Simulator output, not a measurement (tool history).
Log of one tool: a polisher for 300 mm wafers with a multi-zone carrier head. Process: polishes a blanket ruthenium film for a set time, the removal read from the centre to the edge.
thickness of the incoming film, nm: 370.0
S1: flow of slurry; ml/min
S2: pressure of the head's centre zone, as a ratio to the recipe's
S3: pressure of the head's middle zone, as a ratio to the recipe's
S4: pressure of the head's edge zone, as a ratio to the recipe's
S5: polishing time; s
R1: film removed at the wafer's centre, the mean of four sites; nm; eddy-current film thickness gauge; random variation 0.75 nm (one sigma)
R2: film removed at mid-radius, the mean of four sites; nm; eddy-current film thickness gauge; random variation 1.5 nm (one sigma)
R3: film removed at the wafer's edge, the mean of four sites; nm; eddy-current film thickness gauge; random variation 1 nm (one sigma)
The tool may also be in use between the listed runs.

| run | hour | S1 | S2 | S3 | S4 | S5 | R1 | R2 | R3 |
|---|---|---|---|---|---|---|---|---|---|
| 1 | 0 | 135 | 1 | 1 | 1 | 78 | 85.964 | 85.427 | 81.819 |
| 2 | 2.1 | 150 | 1.02 | 1.02 | 1.05 | 81 | 93.986 | 94.137 | 88.915 |
| 3 | 8.2 | 150 | 1.02 | 0.95 | 1.05 | 81 | 92.917 | 83.402 | 87.893 |
| 4 | 14.8 | 160 | 1.03 | 0.98 | 1.09 | 82 | 97.078 | 91.913 | 92.585 |
| 5 | 18.4 | 160 | 1.03 | 1.05 | 1.09 | 82 | 96.251 | 96.236 | 92.532 |
| 6 | 19.3 | 160 | 1 | 1.05 | 1.09 | 82 | 93.712 | 95.625 | 90.532 |

Run 7 comes next. What will it give?
| 7 | 24.1 | 165 | 1.03 | 1.06 | 1.12 | 83 | ? | ? | ? |

{"run 7": {"R1": 98.573, "R2": 98.603, "R3": 94.46}}
